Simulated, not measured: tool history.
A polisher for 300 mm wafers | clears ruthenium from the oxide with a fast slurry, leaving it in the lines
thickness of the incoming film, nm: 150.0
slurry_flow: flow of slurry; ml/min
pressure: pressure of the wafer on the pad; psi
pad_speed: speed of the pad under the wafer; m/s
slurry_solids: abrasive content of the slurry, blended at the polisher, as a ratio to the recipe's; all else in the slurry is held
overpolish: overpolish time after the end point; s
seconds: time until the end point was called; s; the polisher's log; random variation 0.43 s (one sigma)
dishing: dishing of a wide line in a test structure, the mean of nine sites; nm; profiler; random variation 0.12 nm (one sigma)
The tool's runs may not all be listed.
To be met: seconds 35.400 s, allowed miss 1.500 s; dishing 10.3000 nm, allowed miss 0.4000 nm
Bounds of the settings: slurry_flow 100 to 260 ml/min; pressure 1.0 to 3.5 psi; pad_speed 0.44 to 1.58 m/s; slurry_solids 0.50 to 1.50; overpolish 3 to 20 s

run  hour  slurry_flow  pressure  pad_speed  slurry_solids  overpolish  seconds  dishing
  1   0.0          165       2.2       1.00           1.00          10   36.528  31.2180
  2   7.0          165       2.2       0.78           1.00          10   45.244  24.7820
  3  13.3          165       2.2       0.78           1.00           6   45.687  15.6210
  4  18.4          165       2.2       0.78           1.00           3   45.935   7.9281
  5  24.9          175       2.4       0.78           1.00           3   42.522   8.4750
  6  28.0          175       2.4       0.78           1.00           3   43.143   8.5181
  7  30.3          170       2.6       0.78           1.00           3   41.337   9.0528
  8  31.4          175       2.8       0.78           1.00           3   37.968   9.5097

4 next moves are on the table. One of them brings every result within its allowed miss. Which?
  A  32.5          165       2.9       0.72           1.05           3        ?        ?
  B  32.5          160       2.2       0.76           1.20           3        ?        ?
  C  32.5          160       3.2       0.84           0.85           3        ?        ?
  D  32.5          170       3.3       0.66           0.85           3        ?        ?

move  seconds  dishing
   A   38.476   9.2870
   B   42.631   8.4046
   C   35.723   9.9812
   D   43.434   8.2529
A: further off than the last run
B: further off than the last run
C: meets every target
D: further off than the last run
Move C is the one to make.
